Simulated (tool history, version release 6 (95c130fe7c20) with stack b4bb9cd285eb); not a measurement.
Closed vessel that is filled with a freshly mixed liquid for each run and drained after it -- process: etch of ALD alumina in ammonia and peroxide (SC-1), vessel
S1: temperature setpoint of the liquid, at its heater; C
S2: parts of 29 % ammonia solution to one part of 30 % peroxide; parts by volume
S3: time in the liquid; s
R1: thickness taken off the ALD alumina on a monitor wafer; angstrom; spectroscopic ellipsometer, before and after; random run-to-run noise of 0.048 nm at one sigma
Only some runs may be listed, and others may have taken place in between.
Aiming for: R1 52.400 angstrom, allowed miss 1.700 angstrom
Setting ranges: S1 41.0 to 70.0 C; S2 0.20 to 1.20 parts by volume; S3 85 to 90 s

run    day    S1    S2  S3      R1
  1  0.000  57.0  0.70  85  91.769
  2  0.071  57.0  0.50  85  89.090
  3  0.254  57.0  0.75  85  92.562
  4  0.412  57.0  0.95  85  93.214
  5  0.562  57.0  0.95  85  94.525
  6  0.871  55.5  0.95  85  86.488
  7  1.058  54.0  0.95  85  80.635
     1.112  -- thermometer replaced
  8  1.112  53.0  0.95  85  68.636
  9  1.225  52.5  0.95  85  67.254
 10  1.483  52.5  0.95  85  67.546
 11  1.538  52.0  0.95  85  66.824
 12  1.838  46.5  0.95  85  47.529

4 next moves are on the table. One of them brings every result within its allowed miss. Which?
  A  2.138  43.5  1.20  90   ?
  B  2.138  48.0  0.90  90   ?
  C  2.138  48.0  1.00  85   ?
  D  2.138  49.0  0.70  90   ?

move      R1
   A  44.243
   B  55.536
   C  52.981
   D  57.319
A: the biggest miss grows against the last run
B: takes the result that was furthest off past its target
C: in spec on every target
D: takes the result that was furthest off past its target
So the answer is move C, the one that meets all the targets.
